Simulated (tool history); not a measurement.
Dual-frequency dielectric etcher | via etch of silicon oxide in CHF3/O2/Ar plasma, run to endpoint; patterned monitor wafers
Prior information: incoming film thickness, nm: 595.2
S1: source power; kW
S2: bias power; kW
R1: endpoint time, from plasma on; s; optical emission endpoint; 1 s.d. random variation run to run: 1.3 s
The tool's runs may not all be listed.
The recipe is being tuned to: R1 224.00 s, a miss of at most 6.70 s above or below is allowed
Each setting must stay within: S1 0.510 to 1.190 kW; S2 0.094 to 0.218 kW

| run | hour | S1 | S2 | R1 |
|---|---|---|---|---|
| 1 | 0.0 | 0.850 | 0.156 | 261.36 |
| 2 | 0.9 | 0.950 | 0.156 | 247.01 |
| 3 | 3.1 | 0.860 | 0.156 | 264.15 |
| 4 | 7.5 | 0.890 | 0.158 | 254.82 |
| 5 | 9.1 | 0.890 | 0.143 | 264.71 |
| 6 | 17.1 | 0.920 | 0.145 | 256.97 |
| 7 | 20.7 | 0.950 | 0.147 | 251.83 |
| 8 | 26.9 | 0.970 | 0.148 | 248.31 |
| 9 | 28.3 | 0.990 | 0.149 | 248.58 |
| 10 | 29.4 | 1.010 | 0.151 | 242.48 |

Which single option among these 4 for the next run brings every result within its allowed miss of target? Just one does.
| A | 30.5 | 1.010 | 0.159 | ? |
| B | 30.5 | 1.060 | 0.176 | ? |
| C | 30.5 | 0.970 | 0.137 | ? |
| D | 30.5 | 1.070 | 0.096 | ? |

| move | R1 |
|---|---|
| A | 236.09 |
| B | 222.78 |
| C | 252.53 |
| D | 262.84 |
A: gains on the last run, yet a result remains outside its allowed miss
B: all results land within tolerance of their targets
C: the biggest miss grows against the last run
D: the biggest miss grows against the last run
Go with B: it meets all targets.

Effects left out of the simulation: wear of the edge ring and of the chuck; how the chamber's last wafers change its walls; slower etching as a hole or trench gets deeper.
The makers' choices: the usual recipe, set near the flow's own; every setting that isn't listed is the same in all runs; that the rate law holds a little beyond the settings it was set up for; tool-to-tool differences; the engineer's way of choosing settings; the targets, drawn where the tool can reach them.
